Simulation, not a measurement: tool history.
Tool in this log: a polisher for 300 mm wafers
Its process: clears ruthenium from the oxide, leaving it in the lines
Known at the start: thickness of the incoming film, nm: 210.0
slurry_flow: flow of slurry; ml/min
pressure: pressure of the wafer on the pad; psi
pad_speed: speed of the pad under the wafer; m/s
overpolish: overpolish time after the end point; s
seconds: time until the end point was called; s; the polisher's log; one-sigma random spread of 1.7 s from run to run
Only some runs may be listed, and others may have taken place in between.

run  hour  slurry_flow  pressure  pad_speed  overpolish  seconds
  1   0.0          320       2.3       1.00           8   187.22
  2   3.5          320       2.4       1.00           8   182.73
  3   5.8          320       2.5       1.00           8   180.86
  4   6.5          320       2.7       1.00           8   170.57
  5   9.4          320       2.5       1.00           8   177.66
  6  14.3          320       2.6       1.00           8   172.68
  7  23.1          320       2.7       1.00           8   170.23

Predict the results of run 8:
  8  30.8          320       2.8       1.00           8        ?

{"run 8": {"seconds": 168.87}}
